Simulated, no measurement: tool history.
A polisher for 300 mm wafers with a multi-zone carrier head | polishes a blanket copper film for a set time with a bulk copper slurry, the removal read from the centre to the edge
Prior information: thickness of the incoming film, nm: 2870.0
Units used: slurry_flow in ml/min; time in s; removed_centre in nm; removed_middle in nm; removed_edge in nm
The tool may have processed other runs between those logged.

run    day  slurry_flow  centre_zone  middle_zone  edge_zone  slurry_solids  time  removed_centre  removed_middle  removed_edge
  1      0          290            1            1          1              1    81          441.23           478.8        490.63
  2  0.142          290            1            1       0.93              1    81          444.19          480.54        477.81
  3  0.367          290            1         1.06       0.93              1    81          447.39          498.05        470.87
  4  0.683          290            1         1.06       0.93           1.15    81          452.92          518.16        484.58
  5  0.904          290         1.01         1.07       0.91           1.05    75          433.72          476.35        440.36
  6  1.179          290         1.01         1.07       0.91           1.05    82          462.32          522.62        474.76
  7  1.392          290         1.01         1.07       0.91           1.05    82          472.04          523.44        487.45
  8   1.65          295         1.01         1.08        0.9           0.95    75          421.58          471.38        426.21
  9  1.788          295         1.02         1.07       0.89           0.85    71          382.22          441.55        397.98

What will run 10 give?
 10  1.875          295         1.06         1.06       0.88            0.8    68               ?               ?             ?

Run 10 gave removed_centre 384.3 nm, removed_middle 408.87 nm, removed_edge 376.99 nm.

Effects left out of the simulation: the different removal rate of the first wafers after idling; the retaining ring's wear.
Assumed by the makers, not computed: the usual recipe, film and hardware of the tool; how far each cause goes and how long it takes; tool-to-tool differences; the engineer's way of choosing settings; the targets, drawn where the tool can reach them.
